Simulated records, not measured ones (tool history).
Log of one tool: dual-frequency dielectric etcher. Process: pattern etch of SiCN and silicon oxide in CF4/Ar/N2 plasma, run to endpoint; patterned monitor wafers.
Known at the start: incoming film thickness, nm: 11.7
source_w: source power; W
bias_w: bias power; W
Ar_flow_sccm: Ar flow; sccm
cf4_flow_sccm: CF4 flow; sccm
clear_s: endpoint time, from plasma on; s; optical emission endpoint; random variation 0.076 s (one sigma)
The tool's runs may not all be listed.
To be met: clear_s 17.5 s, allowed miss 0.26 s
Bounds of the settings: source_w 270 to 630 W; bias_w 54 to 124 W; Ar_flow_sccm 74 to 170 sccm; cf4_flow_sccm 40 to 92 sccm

{"run": 1, "day": 0.0, "source_w": 450, "bias_w": 89, "Ar_flow_sccm": 122, "cf4_flow_sccm": 66, "clear_s": 12.858}
{"run": 2, "day": 0.188, "source_w": 520, "bias_w": 89, "Ar_flow_sccm": 122, "cf4_flow_sccm": 66, "clear_s": 11.079}
{"run": 3, "day": 0.533, "source_w": 450, "bias_w": 88, "Ar_flow_sccm": 122, "cf4_flow_sccm": 66, "clear_s": 13.073}
{"run": 4, "day": 0.888, "source_w": 410, "bias_w": 88, "Ar_flow_sccm": 122, "cf4_flow_sccm": 66, "clear_s": 14.257}
{"run": 5, "day": 0.988, "source_w": 380, "bias_w": 88, "Ar_flow_sccm": 122, "cf4_flow_sccm": 66, "clear_s": 15.552}
{"run": 6, "day": 1.138, "source_w": 380, "bias_w": 88, "Ar_flow_sccm": 104, "cf4_flow_sccm": 66, "clear_s": 15.05}
{"run": 7, "day": 1.471, "source_w": 360, "bias_w": 88, "Ar_flow_sccm": 104, "cf4_flow_sccm": 66, "clear_s": 15.975}
{"run": 8, "day": 1.675, "source_w": 360, "bias_w": 88, "Ar_flow_sccm": 104, "cf4_flow_sccm": 66, "clear_s": 15.851}
{"run": 9, "day": 2.008, "source_w": 350, "bias_w": 88, "Ar_flow_sccm": 104, "cf4_flow_sccm": 66, "clear_s": 16.333}
{"run": 10, "day": 2.358, "source_w": 340, "bias_w": 88, "Ar_flow_sccm": 104, "cf4_flow_sccm": 66, "clear_s": 16.916}

5 next moves are on the table. One of them brings every result within its allowed miss. Which?
{"run": "A", "day": 2.708, "source_w": 420, "bias_w": 64, "Ar_flow_sccm": 111, "cf4_flow_sccm": 40, "clear_s": "?"}
{"run": "B", "day": 2.708, "source_w": 330, "bias_w": 90, "Ar_flow_sccm": 114, "cf4_flow_sccm": 77, "clear_s": "?"}
{"run": "C", "day": 2.708, "source_w": 350, "bias_w": 85, "Ar_flow_sccm": 92, "cf4_flow_sccm": 56, "clear_s": "?"}
{"run": "D", "day": 2.708, "source_w": 360, "bias_w": 89, "Ar_flow_sccm": 137, "cf4_flow_sccm": 71, "clear_s": "?"}
{"run": "E", "day": 2.708, "source_w": 350, "bias_w": 88, "Ar_flow_sccm": 102, "cf4_flow_sccm": 68, "clear_s": "?"}

move=A clear_s=15.799
move=B clear_s=17.514
move=C clear_s=16.529
move=D clear_s=16.685
move=E clear_s=16.37
A: further off than the last run
B: meets every target
C: further off than the last run
D: further off than the last run
E: further off than the last run
Move B is the one to make.

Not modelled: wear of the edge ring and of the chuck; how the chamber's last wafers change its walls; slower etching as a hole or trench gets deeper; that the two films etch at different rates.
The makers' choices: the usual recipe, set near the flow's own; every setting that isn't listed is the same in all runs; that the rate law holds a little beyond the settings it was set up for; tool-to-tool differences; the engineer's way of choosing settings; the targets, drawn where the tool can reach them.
